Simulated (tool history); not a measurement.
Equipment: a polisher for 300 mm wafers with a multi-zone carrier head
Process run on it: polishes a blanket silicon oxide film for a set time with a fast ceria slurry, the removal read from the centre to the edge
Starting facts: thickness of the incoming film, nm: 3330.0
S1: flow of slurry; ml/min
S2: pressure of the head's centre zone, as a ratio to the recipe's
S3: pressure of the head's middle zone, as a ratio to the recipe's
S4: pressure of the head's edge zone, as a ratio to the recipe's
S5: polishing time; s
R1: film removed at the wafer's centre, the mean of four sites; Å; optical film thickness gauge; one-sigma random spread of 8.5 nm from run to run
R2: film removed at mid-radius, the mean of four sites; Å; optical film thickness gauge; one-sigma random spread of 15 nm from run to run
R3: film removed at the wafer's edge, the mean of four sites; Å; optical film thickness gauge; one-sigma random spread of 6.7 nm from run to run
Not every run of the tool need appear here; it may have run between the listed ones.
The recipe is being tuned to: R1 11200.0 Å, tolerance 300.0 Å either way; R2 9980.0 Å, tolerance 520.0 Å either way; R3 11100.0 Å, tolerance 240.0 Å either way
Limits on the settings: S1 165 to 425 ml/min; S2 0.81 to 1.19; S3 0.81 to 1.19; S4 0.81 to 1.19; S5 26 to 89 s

run  hour   S1    S2    S3    S4  S5       R1      R2       R3
  1   0.0  275  1.00  1.00  1.00  57   8291.7  7891.4   8149.4
  2   2.1  275  1.00  1.00  0.96  57   8292.3  8140.9   8019.1
  3   7.1  275  1.00  1.04  0.96  57   8414.9  8278.0   8125.8
  4  15.7  275  1.00  1.04  1.00  57   8299.6  8496.7   8199.4
  5  21.1  275  1.01  1.02  1.02  60   8757.2  8510.6   8799.3
  6  25.0  275  1.01  1.02  1.11  60   8802.8  8603.5   9056.7
  7  30.4  280  1.02  1.02  1.12  62   9271.5  8950.0   9419.5
  8  35.4  280  1.03  1.01  1.13  63   9436.8  8985.9   9624.9
  9  37.4  285  1.04  1.01  1.14  64   9579.3  9420.8   9906.2
 10  39.5  285  1.06  0.99  1.15  65  10140.0  9180.3  10080.0
 11  42.8  290  1.06  0.99  1.16  66  10343.0  9551.4  10279.0
 12  48.3  295  1.06  0.98  1.17  67  10280.0  9487.5  10565.0
 13  55.7  300  1.07  0.98  1.17  67  10461.0  9409.7  10370.0

4 candidate next runs follow, results not yet known. Just one meets every target within its allowed miss. Identify it.
  A  63.1  340  1.06  0.97  1.16  71   ?   ?   ?
  B  63.1  320  1.02  1.15  1.14  71   ?   ?   ?
  C  63.1  270  1.05  1.14  1.03  73   ?   ?   ?
  D  63.1  295  1.02  1.15  1.19  70   ?   ?   ?

move       R1       R2       R3
   A  11163.0  10237.0  11191.0
   B  10685.0  11769.0  11016.0
   C  11085.0  11792.0  10617.0
   D  10438.0  11506.0  11036.0
A: hits every target within its allowed miss
B: meets the target for the result that was furthest off, but another lies outside its allowed miss
C: moves away from the targets compared with the last run
D: meets the target for the result that was furthest off, but another lies outside its allowed miss
Answer: A
